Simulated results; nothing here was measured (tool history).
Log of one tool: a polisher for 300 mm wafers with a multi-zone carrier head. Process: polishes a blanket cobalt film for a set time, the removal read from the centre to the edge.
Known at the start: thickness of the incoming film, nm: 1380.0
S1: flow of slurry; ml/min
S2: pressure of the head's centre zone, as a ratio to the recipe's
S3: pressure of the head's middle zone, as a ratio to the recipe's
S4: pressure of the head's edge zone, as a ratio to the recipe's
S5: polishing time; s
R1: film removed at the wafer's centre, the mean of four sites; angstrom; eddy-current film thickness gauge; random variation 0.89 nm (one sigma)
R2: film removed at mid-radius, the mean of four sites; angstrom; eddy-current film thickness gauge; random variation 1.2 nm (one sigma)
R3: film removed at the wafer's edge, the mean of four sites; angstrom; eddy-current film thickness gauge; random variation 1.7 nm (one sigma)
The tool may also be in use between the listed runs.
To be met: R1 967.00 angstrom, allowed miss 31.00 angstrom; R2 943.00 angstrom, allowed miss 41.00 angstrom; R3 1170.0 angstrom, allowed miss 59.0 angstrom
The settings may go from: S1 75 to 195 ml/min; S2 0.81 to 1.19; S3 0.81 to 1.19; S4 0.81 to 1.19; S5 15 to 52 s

{"run": 1, "hour": 0.0, "S1": 125, "S2": 1.0, "S3": 1.0, "S4": 1.0, "S5": 33, "R1": 2162.6, "R2": 2233.5, "R3": 2206.7}
{"run": 2, "hour": 9.0, "S1": 125, "S2": 1.0, "S3": 1.0, "S4": 1.0, "S5": 41, "R1": 2676.7, "R2": 2754.5, "R3": 2735.4}
{"run": 3, "hour": 15.3, "S1": 95, "S2": 1.0, "S3": 1.0, "S4": 1.0, "S5": 41, "R1": 2433.0, "R2": 2526.1, "R3": 2594.0}
{"run": 4, "hour": 20.9, "S1": 95, "S2": 1.0, "S3": 1.0, "S4": 1.06, "S5": 41, "R1": 2447.6, "R2": 2541.4, "R3": 2670.1}
{"run": 5, "hour": 24.0, "S1": 90, "S2": 0.98, "S3": 0.98, "S4": 1.04, "S5": 38, "R1": 2179.0, "R2": 2262.7, "R3": 2374.1}
{"run": 6, "hour": 32.3, "S1": 90, "S2": 0.98, "S3": 0.94, "S4": 1.04, "S5": 38, "R1": 2155.3, "R2": 2157.1, "R3": 2482.8}
{"run": 7, "hour": 34.7, "S1": 75, "S2": 0.92, "S3": 0.84, "S4": 0.94, "S5": 28, "R1": 1400.8, "R2": 1383.7, "R3": 1609.0}
{"run": 8, "hour": 38.1, "S1": 75, "S2": 0.92, "S3": 0.84, "S4": 0.95, "S5": 27, "R1": 1322.8, "R2": 1302.0, "R3": 1529.0}
{"run": 9, "hour": 46.5, "S1": 75, "S2": 0.92, "S3": 0.84, "S4": 0.96, "S5": 26, "R1": 1280.3, "R2": 1262.0, "R3": 1560.0}
{"run": 10, "hour": 55.1, "S1": 75, "S2": 0.92, "S3": 0.84, "S4": 0.95, "S5": 25, "R1": 1241.3, "R2": 1245.9, "R3": 1438.1}
{"run": 11, "hour": 62.4, "S1": 75, "S2": 0.92, "S3": 0.84, "S4": 0.96, "S5": 24, "R1": 1192.6, "R2": 1155.4, "R3": 1422.8}

Which of these 4 next moves meets every target?
{"run": "A", "hour": 69.7, "S1": 75, "S2": 0.81, "S3": 1.14, "S4": 0.81, "S5": 20, "R1": "?", "R2": "?", "R3": "?"}
{"run": "B", "hour": 69.7, "S1": 75, "S2": 0.94, "S3": 0.86, "S4": 1.02, "S5": 19, "R1": "?", "R2": "?", "R3": "?"}
{"run": "C", "hour": 69.7, "S1": 75, "S2": 0.92, "S3": 0.84, "S4": 0.93, "S5": 28, "R1": "?", "R2": "?", "R3": "?"}
{"run": "D", "hour": 69.7, "S1": 75, "S2": 1.02, "S3": 0.85, "S4": 0.91, "S5": 20, "R1": "?", "R2": "?", "R3": "?"}

move=A R1=867.97 R2=1266.60 R3=1088.3
move=B R1=943.70 R2=948.04 R3=1154.2
move=C R1=1363.20 R2=1370.70 R3=1628.0
move=D R1=1071.50 R2=988.16 R3=1151.1
A: takes the result that was furthest off past its target
B: meets every target
C: further off than the last run
D: nearer than the last run, and not there yet
Answer: B

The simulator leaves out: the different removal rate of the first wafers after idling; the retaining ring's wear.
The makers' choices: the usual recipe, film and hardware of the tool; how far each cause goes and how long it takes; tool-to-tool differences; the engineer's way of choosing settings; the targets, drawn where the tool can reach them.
